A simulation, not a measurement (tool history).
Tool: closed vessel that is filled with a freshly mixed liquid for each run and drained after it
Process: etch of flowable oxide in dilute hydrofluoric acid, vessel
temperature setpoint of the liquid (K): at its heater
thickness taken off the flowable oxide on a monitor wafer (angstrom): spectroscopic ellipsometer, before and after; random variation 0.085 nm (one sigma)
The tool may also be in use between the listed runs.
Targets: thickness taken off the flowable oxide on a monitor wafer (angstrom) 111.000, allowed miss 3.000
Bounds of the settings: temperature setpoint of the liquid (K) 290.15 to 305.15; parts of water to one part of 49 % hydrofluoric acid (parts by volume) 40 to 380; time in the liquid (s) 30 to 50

run	hour	temperature setpoint of the liquid (K)	parts of water to one part of 49 % hydrofluoric acid (parts by volume)	time in the liquid (s)	thickness taken off the flowable oxide on a monitor wafer (angstrom)
1	0.0	297.15	210	50	41.443
2	5.7	297.15	210	30	24.907
3	14.7	297.15	240	30	21.122
4	18.4	293.65	240	30	18.749
5	20.6	293.65	240	30	18.713
6	23.6	297.15	240	30	21.339
7	29.3	298.65	215	30	25.492
8	38.2	298.65	185	30	30.740
9	40.4	299.65	160	35	44.708
10	41.3	300.65	140	35	54.581
11	48.4	300.65	140	35	53.898
# hour 52.5: thermometer replaced
12	52.5	301.15	125	35	59.958
13	57.0	301.15	125	35	60.580
14	62.2	301.65	115	35	67.759
15	67.3	302.15	105	35	76.432
16	73.8	302.65	100	35	82.133

Which of these 4 next moves meets every target?
A	80.3	301.15	95	50	?
B	80.3	300.15	90	50	?
C	80.3	304.65	110	30	?
D	80.3	305.15	115	50	?

move	thickness taken off the flowable oxide on a monitor wafer (angstrom)
A	117.290
B	119.930
C	67.863
D	109.390
A: takes the result that was furthest off past its target
B: takes the result that was furthest off past its target
C: further off than the last run
D: meets every target
Move D is the one to make.
